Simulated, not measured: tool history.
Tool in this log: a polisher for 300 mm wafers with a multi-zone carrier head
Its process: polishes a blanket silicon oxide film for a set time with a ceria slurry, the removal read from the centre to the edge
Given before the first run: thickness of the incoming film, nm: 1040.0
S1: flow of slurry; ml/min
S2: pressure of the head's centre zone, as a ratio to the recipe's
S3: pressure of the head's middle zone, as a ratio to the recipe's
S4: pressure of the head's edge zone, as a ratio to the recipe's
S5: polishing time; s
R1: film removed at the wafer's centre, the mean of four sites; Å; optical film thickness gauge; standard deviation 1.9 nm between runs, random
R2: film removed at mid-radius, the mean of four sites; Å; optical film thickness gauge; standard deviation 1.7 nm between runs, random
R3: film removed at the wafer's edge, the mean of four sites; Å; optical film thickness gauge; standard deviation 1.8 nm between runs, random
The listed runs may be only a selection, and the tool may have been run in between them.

Run 1, day 0.000: S1 130 ml/min, S2 1.00, S3 1.00, S4 1.00, S5 50 s. Result: R1 1931.0 Å, R2 1929.8 Å, R3 1975.2 Å.
Run 2, day 0.050: S1 130 ml/min, S2 1.00, S3 1.00, S4 1.08, S5 50 s. Result: R1 1951.3 Å, R2 1915.5 Å, R3 2042.9 Å.
Run 3, day 0.212: S1 130 ml/min, S2 1.00, S3 1.00, S4 1.08, S5 43 s. Result: R1 1675.0 Å, R2 1643.8 Å, R3 1784.6 Å.
Run 4, day 0.425: S1 145 ml/min, S2 1.05, S3 1.02, S4 1.10, S5 44 s. Result: R1 1866.4 Å, R2 1740.1 Å, R3 1859.4 Å.
Run 5, day 0.654: S1 155 ml/min, S2 1.08, S3 1.03, S4 1.12, S5 45 s. Result: R1 1959.6 Å, R2 1818.6 Å, R3 1916.2 Å.
Run 6, day 0.958: S1 155 ml/min, S2 1.04, S3 1.03, S4 1.12, S5 45 s. Result: R1 1926.9 Å, R2 1796.4 Å, R3 1961.4 Å.
Run 7, day 1.279: S1 165 ml/min, S2 1.08, S3 1.04, S4 1.13, S5 46 s. Result: R1 2060.0 Å, R2 1862.6 Å, R3 1996.8 Å.

What does the tool deliver on the next run?
Run 8, day 1.346: S1 175 ml/min, S2 1.11, S3 1.05, S4 1.14, S5 46 s. Result: R1 ?, R2 ?, R3 ?.

R1: 2107.3 Å
R2: 1946.1 Å
R3: 2012.1 Å
